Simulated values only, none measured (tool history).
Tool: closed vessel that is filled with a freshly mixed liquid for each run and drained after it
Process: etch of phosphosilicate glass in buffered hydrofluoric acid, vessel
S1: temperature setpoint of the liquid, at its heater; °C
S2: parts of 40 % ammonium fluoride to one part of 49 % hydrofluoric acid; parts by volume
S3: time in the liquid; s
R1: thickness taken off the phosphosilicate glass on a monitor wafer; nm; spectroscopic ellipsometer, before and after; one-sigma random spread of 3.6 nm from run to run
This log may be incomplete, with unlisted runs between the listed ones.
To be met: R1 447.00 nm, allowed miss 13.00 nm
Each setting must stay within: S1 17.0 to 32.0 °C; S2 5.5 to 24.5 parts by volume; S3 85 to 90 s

| run | hour | S1 | S2 | S3 | R1 |
|---|---|---|---|---|---|
| 1 | 0.0 | 24.0 | 15.0 | 85 | 297.04 |
| 2 | 7.5 | 24.0 | 11.0 | 85 | 405.43 |
| 3 | 15.8 | 24.0 | 11.0 | 90 | 429.90 |
| 4 | 19.2 | 26.5 | 11.0 | 90 | 487.12 |
| 5 | 27.2 | 26.5 | 13.0 | 90 | 422.07 |
| 6 | 28.1 | 26.5 | 13.0 | 85 | 394.27 |
| 7 | 30.0 | 27.0 | 13.0 | 85 | 407.73 |
| 8 | 35.2 | 27.5 | 13.0 | 85 | 415.92 |
| 9 | 37.8 | 27.5 | 13.0 | 85 | 415.75 |
| 10 | 44.2 | 28.0 | 13.0 | 85 | 420.99 |

Exercise: of the 5 proposed moves below, exactly one satisfies all targets within the stated allowed misses. Which move is it?
| A | 50.6 | 29.5 | 12.5 | 85 | ? |
| B | 50.6 | 31.0 | 14.5 | 90 | ? |
| C | 50.6 | 26.5 | 13.5 | 85 | ? |
| D | 50.6 | 28.0 | 15.5 | 90 | ? |
| E | 50.6 | 31.5 | 15.0 | 85 | ? |

| move | R1 |
|---|---|
| A | 480.45 |
| B | 475.99 |
| C | 379.88 |
| D | 380.61 |
| E | 446.36 |
A: takes the biggest miss from the last run beyond its target
B: takes the biggest miss from the last run beyond its target
C: its largest miss is bigger than the last run's
D: its largest miss is bigger than the last run's
E: each result inside its tolerance
The right move is E.
